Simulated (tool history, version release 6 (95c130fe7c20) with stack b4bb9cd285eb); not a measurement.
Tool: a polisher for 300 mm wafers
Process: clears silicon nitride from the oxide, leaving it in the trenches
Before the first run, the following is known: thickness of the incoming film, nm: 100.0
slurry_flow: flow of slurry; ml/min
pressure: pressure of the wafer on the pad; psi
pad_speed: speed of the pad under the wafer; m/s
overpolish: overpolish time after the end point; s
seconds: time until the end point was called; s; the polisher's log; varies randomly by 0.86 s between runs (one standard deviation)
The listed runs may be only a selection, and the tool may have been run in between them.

| run | hour | slurry_flow | pressure | pad_speed | overpolish | seconds |
|---|---|---|---|---|---|---|
| 1 | 0 | 125 | 3.4 | 0.88 | 9 | 105.57 |
| 2 | 2.6 | 125 | 2.8 | 0.88 | 9 | 120.88 |
| 3 | 11.6 | 125 | 2.8 | 0.98 | 9 | 108.4 |
| 4 | 13.3 | 125 | 2.8 | 0.9 | 9 | 119.2 |
| 5 | 20.4 | 135 | 3.1 | 0.9 | 9 | 108.74 |
| 6 | 27 | 140 | 3.3 | 0.9 | 9 | 102.62 |
| 7 | 33.1 | 145 | 3.5 | 0.9 | 9 | 99.247 |

What does the tool deliver on the next run?
| 8 | 35.8 | 145 | 3.7 | 0.9 | 9 | ? |

{"run 8": {"seconds": 93.446}}
